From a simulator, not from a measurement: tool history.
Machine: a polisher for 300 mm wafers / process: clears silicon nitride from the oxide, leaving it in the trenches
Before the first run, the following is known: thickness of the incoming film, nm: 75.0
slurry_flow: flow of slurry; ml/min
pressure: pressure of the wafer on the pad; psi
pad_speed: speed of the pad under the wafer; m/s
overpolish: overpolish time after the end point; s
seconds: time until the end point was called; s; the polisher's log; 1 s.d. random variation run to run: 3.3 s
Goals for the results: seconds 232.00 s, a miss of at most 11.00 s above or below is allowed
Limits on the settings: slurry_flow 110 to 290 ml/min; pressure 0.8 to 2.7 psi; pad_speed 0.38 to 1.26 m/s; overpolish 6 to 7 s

Run 1, day 0.000: slurry_flow 185 ml/min, pressure 1.7 psi, pad_speed 0.82 m/s, overpolish 7 s. Result: seconds 146.65 s.
Run 2, day 0.071: slurry_flow 185 ml/min, pressure 1.7 psi, pad_speed 0.96 m/s, overpolish 7 s. Result: seconds 129.73 s.
Run 3, day 0.329: slurry_flow 185 ml/min, pressure 1.5 psi, pad_speed 0.94 m/s, overpolish 7 s. Result: seconds 151.69 s.
Run 4, day 0.554: slurry_flow 185 ml/min, pressure 1.5 psi, pad_speed 0.78 m/s, overpolish 7 s. Result: seconds 165.79 s.
Run 5, day 0.721: slurry_flow 185 ml/min, pressure 1.7 psi, pad_speed 0.78 m/s, overpolish 7 s. Result: seconds 146.19 s.
Run 6, day 0.975: slurry_flow 185 ml/min, pressure 1.7 psi, pad_speed 0.94 m/s, overpolish 7 s. Result: seconds 130.37 s.
Run 7, day 1.275: slurry_flow 185 ml/min, pressure 1.5 psi, pad_speed 0.94 m/s, overpolish 7 s. Result: seconds 150.09 s.
Run 8, day 1.604: slurry_flow 185 ml/min, pressure 1.5 psi, pad_speed 0.94 m/s, overpolish 7 s. Result: seconds 144.68 s.
Run 9, day 1.879: slurry_flow 185 ml/min, pressure 1.5 psi, pad_speed 0.94 m/s, overpolish 7 s. Result: seconds 149.05 s.
Run 10, day 1.979: slurry_flow 185 ml/min, pressure 1.3 psi, pad_speed 0.94 m/s, overpolish 7 s. Result: seconds 169.12 s.
Run 11, day 2.238: slurry_flow 185 ml/min, pressure 1.2 psi, pad_speed 0.94 m/s, overpolish 7 s. Result: seconds 180.75 s.
Run 12, day 2.508: slurry_flow 185 ml/min, pressure 1.1 psi, pad_speed 0.94 m/s, overpolish 7 s. Result: seconds 196.95 s.
Run 13, day 2.767: slurry_flow 185 ml/min, pressure 1.0 psi, pad_speed 0.94 m/s, overpolish 7 s. Result: seconds 219.23 s.

Which of these 4 next moves meets every target?
Run A, day 3.025: slurry_flow 175 ml/min, pressure 0.8 psi, pad_speed 1.18 m/s, overpolish 7 s. Result: seconds ?.
Run B, day 3.025: slurry_flow 170 ml/min, pressure 1.0 psi, pad_speed 0.74 m/s, overpolish 7 s. Result: seconds ?.
Run C, day 3.025: slurry_flow 235 ml/min, pressure 1.0 psi, pad_speed 0.68 m/s, overpolish 7 s. Result: seconds ?.
Run D, day 3.025: slurry_flow 180 ml/min, pressure 0.8 psi, pad_speed 0.96 m/s, overpolish 7 s. Result: seconds ?.

move  seconds
   A   238.98
   B   261.04
   C   261.37
   D   272.62
A: meets every target
B: takes the biggest miss from the last run beyond its target
C: takes the biggest miss from the last run beyond its target
D: takes the biggest miss from the last run beyond its target
Answer: A
